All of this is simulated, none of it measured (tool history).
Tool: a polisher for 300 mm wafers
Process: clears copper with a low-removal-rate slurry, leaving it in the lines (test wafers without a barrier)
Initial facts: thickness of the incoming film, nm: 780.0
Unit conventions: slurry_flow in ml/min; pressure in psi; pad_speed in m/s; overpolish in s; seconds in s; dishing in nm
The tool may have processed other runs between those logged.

run 1 hour=0.0 | slurry_flow=155 pressure=4.0 pad_speed=1.42 slurry_solids=1.0 overpolish=10 | seconds=147.53 dishing=35.654
run 2 hour=2.5 | slurry_flow=155 pressure=4.7 pad_speed=1.42 slurry_solids=1.0 overpolish=10 | seconds=128.83 dishing=41.709
run 3 hour=5.9 | slurry_flow=155 pressure=4.3 pad_speed=1.40 slurry_solids=1.0 overpolish=11 | seconds=139.11 dishing=41.379
run 4 hour=13.0 | slurry_flow=155 pressure=4.3 pad_speed=1.40 slurry_solids=1.0 overpolish=7 | seconds=141.27 dishing=26.865
run 5 hour=13.8 | slurry_flow=155 pressure=4.0 pad_speed=1.38 slurry_solids=1.0 overpolish=8 | seconds=150.41 dishing=27.784
run 6 hour=15.5 | slurry_flow=155 pressure=4.0 pad_speed=1.38 slurry_solids=0.8 overpolish=8 | seconds=160.79 dishing=27.426
run 7 hour=24.3 | slurry_flow=150 pressure=3.8 pad_speed=1.36 slurry_solids=0.8 overpolish=9 | seconds=172.17 dishing=28.670
run 8 hour=33.1 | slurry_flow=145 pressure=3.7 pad_speed=1.36 slurry_solids=0.8 overpolish=10 | seconds=175.26 dishing=29.911
run 9 hour=41.5 | slurry_flow=145 pressure=3.7 pad_speed=1.36 slurry_solids=0.8 overpolish=10 | seconds=178.16 dishing=30.568

Run 10 has not been measured yet. What should we expect?
-- hour=44.9 slurry blender recalibrated
run 10 hour=44.9 | slurry_flow=140 pressure=3.6 pad_speed=1.36 slurry_solids=0.8 overpolish=11 | seconds=? dishing=?

Run 10 gave seconds 173.71 s, dishing 33.505 nm.

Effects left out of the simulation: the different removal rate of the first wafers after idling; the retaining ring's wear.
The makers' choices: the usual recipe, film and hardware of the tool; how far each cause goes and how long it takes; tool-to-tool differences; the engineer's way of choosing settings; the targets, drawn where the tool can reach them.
